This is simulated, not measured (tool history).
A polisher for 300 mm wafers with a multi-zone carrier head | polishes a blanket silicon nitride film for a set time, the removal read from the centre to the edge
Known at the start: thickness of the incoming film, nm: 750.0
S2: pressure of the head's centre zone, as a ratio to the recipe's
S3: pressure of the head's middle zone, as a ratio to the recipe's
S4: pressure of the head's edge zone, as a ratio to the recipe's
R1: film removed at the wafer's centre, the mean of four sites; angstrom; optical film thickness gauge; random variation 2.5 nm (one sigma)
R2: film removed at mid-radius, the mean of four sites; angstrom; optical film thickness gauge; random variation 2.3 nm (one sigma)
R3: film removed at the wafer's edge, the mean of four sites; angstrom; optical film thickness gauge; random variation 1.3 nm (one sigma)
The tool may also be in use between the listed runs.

{"run": 1, "hour": 0.0, "flow of slurry (ml/min)": 270, "S2": 1, "S3": 1, "S4": 1, "polishing time (s)": 67, "R1": 1397.5, "R2": 1336.6, "R3": 1367.4}
{"run": 2, "hour": 2.9, "flow of slurry (ml/min)": 210, "S2": 1, "S3": 1, "S4": 1, "polishing time (s)": 67, "R1": 1352.1, "R2": 1308.6, "R3": 1356.8}
{"run": 3, "hour": 8.8, "flow of slurry (ml/min)": 210, "S2": 1, "S3": 1, "S4": 1, "polishing time (s)": 54, "R1": 1092.9, "R2": 1046.9, "R3": 1101.3}
{"run": 4, "hour": 11.4, "flow of slurry (ml/min)": 210, "S2": 1, "S3": 1.06, "S4": 1, "polishing time (s)": 54, "R1": 1088.7, "R2": 1098.5, "R3": 1089.9}
{"run": 5, "hour": 16.8, "flow of slurry (ml/min)": 215, "S2": 1.02, "S3": 1.06, "S4": 1.04, "polishing time (s)": 61, "R1": 1256.7, "R2": 1258.1, "R3": 1252.5}
{"run": 6, "hour": 25.8, "flow of slurry (ml/min)": 215, "S2": 1.02, "S3": 1.06, "S4": 1.04, "polishing time (s)": 69, "R1": 1408.8, "R2": 1431.6, "R3": 1421}
{"run": 7, "hour": 28.1, "flow of slurry (ml/min)": 225, "S2": 1.05, "S3": 1.05, "S4": 1.08, "polishing time (s)": 71, "R1": 1571.7, "R2": 1483, "R3": 1485.5}
{"run": 8, "hour": 37.0, "flow of slurry (ml/min)": 230, "S2": 1.04, "S3": 1.04, "S4": 1.11, "polishing time (s)": 73, "R1": 1512.8, "R2": 1497.9, "R3": 1546.5}
{"run": 9, "hour": 42.3, "flow of slurry (ml/min)": 235, "S2": 1.06, "S3": 1.04, "S4": 1.13, "polishing time (s)": 74, "R1": 1577.4, "R2": 1532.7, "R3": 1602.3}
{"run": 10, "hour": 51.2, "flow of slurry (ml/min)": 240, "S2": 1.08, "S3": 1.04, "S4": 1.15, "polishing time (s)": 75, "R1": 1636.9, "R2": 1554.3, "R3": 1592.8}

Forecast run 11:
{"run": 11, "hour": 52.0, "flow of slurry (ml/min)": 245, "S2": 1.08, "S3": 1.01, "S4": 1.16, "polishing time (s)": 81, "R1": "?", "R2": "?", "R3": "?"}

{"run 11": {"R1": 1829.9, "R2": 1656, "R3": 1749.6}}

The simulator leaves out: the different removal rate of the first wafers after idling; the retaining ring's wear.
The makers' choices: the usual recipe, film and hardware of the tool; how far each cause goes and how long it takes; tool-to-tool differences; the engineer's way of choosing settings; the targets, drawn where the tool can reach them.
